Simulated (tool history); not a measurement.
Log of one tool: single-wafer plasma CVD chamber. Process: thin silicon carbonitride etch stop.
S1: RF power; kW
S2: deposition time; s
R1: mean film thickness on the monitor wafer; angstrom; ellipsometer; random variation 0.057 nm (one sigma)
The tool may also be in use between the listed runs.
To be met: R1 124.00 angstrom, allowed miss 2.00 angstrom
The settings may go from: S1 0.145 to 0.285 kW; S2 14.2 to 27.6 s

run 1 hour=0.0 | S1=0.215 S2=20.9 | R1=132.69
run 2 hour=8.9 | S1=0.215 S2=18.1 | R1=113.98
run 3 hour=11.7 | S1=0.225 S2=18.2 | R1=117.08
run 4 hour=20.4 | S1=0.230 S2=18.3 | R1=117.72
run 5 hour=24.1 | S1=0.235 S2=18.4 | R1=118.75
run 6 hour=27.0 | S1=0.235 S2=16.3 | R1=105.59
run 7 hour=28.3 | S1=0.245 S2=16.9 | R1=111.55
run 8 hour=35.7 | S1=0.245 S2=16.9 | R1=110.59
run 9 hour=41.3 | S1=0.250 S2=17.3 | R1=114.37
run 10 hour=43.1 | S1=0.255 S2=17.5 | R1=115.71
run 11 hour=45.0 | S1=0.260 S2=17.7 | R1=118.81
run 12 hour=48.1 | S1=0.265 S2=17.8 | R1=119.04
run 13 hour=51.6 | S1=0.270 S2=17.9 | R1=121.01

Which of these 4 next moves meets every target?
run A hour=55.1 | S1=0.265 S2=17.4 | R1=?
run B hour=55.1 | S1=0.275 S2=17.3 | R1=?
run C hour=55.1 | S1=0.275 S2=18.4 | R1=?
run D hour=55.1 | S1=0.280 S2=17.0 | R1=?

move=A R1=117.07
move=B R1=117.62
move=C R1=125.10
move=D R1=116.17
A: further off than the last run
B: further off than the last run
C: meets every target
D: further off than the last run
Answer: C
